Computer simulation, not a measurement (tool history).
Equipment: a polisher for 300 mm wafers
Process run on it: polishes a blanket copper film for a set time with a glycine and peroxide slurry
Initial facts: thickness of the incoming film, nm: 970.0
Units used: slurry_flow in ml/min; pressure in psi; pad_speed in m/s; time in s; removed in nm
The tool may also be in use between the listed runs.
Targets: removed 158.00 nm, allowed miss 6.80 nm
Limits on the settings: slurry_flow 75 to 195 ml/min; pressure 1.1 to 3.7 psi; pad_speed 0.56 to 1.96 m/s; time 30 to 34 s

run 1 hour=0.0 | slurry_flow=125 pressure=2.4 pad_speed=1.26 time=34 | removed=179.51
run 2 hour=7.8 | slurry_flow=125 pressure=2.4 pad_speed=1.26 time=34 | removed=178.21
run 3 hour=13.7 | slurry_flow=120 pressure=2.3 pad_speed=1.26 time=34 | removed=174.04
run 4 hour=17.0 | slurry_flow=120 pressure=2.3 pad_speed=1.04 time=34 | removed=149.45
run 5 hour=24.2 | slurry_flow=105 pressure=2.3 pad_speed=1.04 time=34 | removed=147.15
run 6 hour=29.3 | slurry_flow=75 pressure=2.3 pad_speed=1.04 time=34 | removed=132.30
run 7 hour=32.0 | slurry_flow=85 pressure=2.3 pad_speed=1.04 time=34 | removed=136.25
run 8 hour=33.1 | slurry_flow=90 pressure=2.3 pad_speed=1.04 time=34 | removed=139.83
run 9 hour=36.7 | slurry_flow=95 pressure=2.3 pad_speed=1.04 time=34 | removed=142.06
run 10 hour=38.1 | slurry_flow=100 pressure=2.3 pad_speed=1.04 time=34 | removed=144.26
run 11 hour=38.6 | slurry_flow=105 pressure=2.3 pad_speed=1.04 time=34 | removed=144.59
run 12 hour=41.4 | slurry_flow=110 pressure=2.3 pad_speed=1.04 time=34 | removed=148.03

Below are 4 possible settings for the next run. Only one of them brings all results inside the allowed miss of their targets. Which is it?
run A hour=44.2 | slurry_flow=100 pressure=2.4 pad_speed=0.96 time=33 | removed=?
run B hour=44.2 | slurry_flow=115 pressure=2.6 pad_speed=1.10 time=34 | removed=?
run C hour=44.2 | slurry_flow=75 pressure=2.6 pad_speed=1.26 time=32 | removed=?
run D hour=44.2 | slurry_flow=110 pressure=2.7 pad_speed=1.16 time=34 | removed=?

move=A removed=135.31
move=B removed=169.97
move=C removed=158.10
move=D removed=180.80
A: the biggest miss grows against the last run
B: the result that was furthest off in the last run now lies on the other side of its target
C: every result lands within tolerance
D: the result that was furthest off in the last run now lies on the other side of its target
C meets every target.
